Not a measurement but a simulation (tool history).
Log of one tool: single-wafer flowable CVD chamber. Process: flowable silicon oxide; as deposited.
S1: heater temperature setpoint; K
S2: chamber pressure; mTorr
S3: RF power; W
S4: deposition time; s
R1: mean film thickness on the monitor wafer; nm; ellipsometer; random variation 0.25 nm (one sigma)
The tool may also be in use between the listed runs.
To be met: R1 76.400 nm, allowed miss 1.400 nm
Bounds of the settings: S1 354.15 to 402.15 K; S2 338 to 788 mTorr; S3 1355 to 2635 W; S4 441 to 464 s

run  hour      S1   S2    S3   S4       R1
  1   0.0  378.15  563  1995  464  130.400
  2   7.3  378.15  563  1800  464  126.050
  3   9.2  378.15  563  1605  464  120.000
  4  14.3  378.15  625  1605  464  133.000
  5  15.6  386.15  625  1605  464  105.260
  6  18.7  388.15  625  1605  464  100.460
  7  20.8  390.15  625  1605  464   94.353
  8  29.2  391.15  625  1605  464   91.696
  9  35.0  392.15  625  1605  464   89.375
 10  39.7  393.15  625  1605  464   87.223
 11  45.7  394.15  625  1605  464   85.337

5 next moves are on the table. One of them brings every result within its allowed miss. Which?
  A  51.7  395.15  600  1770  453   ?
  B  51.7  391.15  555  1565  441   ?
  C  51.7  393.15  583  1715  441   ?
  D  51.7  395.15  622  1495  464   ?
  E  51.7  386.15  550  1515  464   ?

move      R1
   A  80.410
   B  76.317
   C  79.247
   D  78.948
   E  89.790
A: nearer than the last run, and not there yet
B: meets every target
C: nearer than the last run, and not there yet
D: nearer than the last run, and not there yet
E: further off than the last run
The right move is B.
